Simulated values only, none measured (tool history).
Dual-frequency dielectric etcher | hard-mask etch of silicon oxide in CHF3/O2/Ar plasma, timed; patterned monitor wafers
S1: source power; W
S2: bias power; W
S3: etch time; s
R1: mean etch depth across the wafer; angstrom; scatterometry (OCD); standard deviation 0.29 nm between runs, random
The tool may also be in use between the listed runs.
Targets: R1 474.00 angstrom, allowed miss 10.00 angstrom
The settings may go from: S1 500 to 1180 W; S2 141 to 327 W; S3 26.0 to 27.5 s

| run | hour | S1 | S2 | S3 | R1 |
|---|---|---|---|---|---|
| 1 | 0.0 | 840 | 234 | 26.0 | 628.60 |
| 2 | 8.9 | 740 | 234 | 26.0 | 590.89 |
| 3 | 16.1 | 740 | 234 | 26.0 | 590.29 |
| 4 | 22.9 | 740 | 234 | 27.5 | 614.67 |
|  | 31.8 | source power generator calibrated |
| 5 | 31.8 | 740 | 234 | 26.0 | 595.52 |
| 6 | 39.2 | 860 | 234 | 26.0 | 635.25 |
| 7 | 44.4 | 690 | 188 | 26.0 | 539.51 |
| 8 | 52.6 | 520 | 158 | 26.0 | 447.53 |
| 9 | 58.2 | 540 | 159 | 26.0 | 455.66 |
| 10 | 61.7 | 550 | 160 | 26.0 | 455.42 |

Consider the 5 candidate settings below. Which is the only one whose results all fall within their allowed miss of target?
| A | 65.2 | 550 | 163 | 26.5 | ? |
| B | 65.2 | 510 | 154 | 27.0 | ? |
| C | 65.2 | 520 | 150 | 26.0 | ? |
| D | 65.2 | 510 | 141 | 26.0 | ? |
| E | 65.2 | 500 | 173 | 26.0 | ? |

| move | R1 |
|---|---|
| A | 471.13 |
| B | 453.12 |
| C | 438.81 |
| D | 427.79 |
| E | 443.11 |
A: hits every target within its allowed miss
B: moves away from the targets compared with the last run
C: moves away from the targets compared with the last run
D: moves away from the targets compared with the last run
E: moves away from the targets compared with the last run
Go with A: it meets all targets.
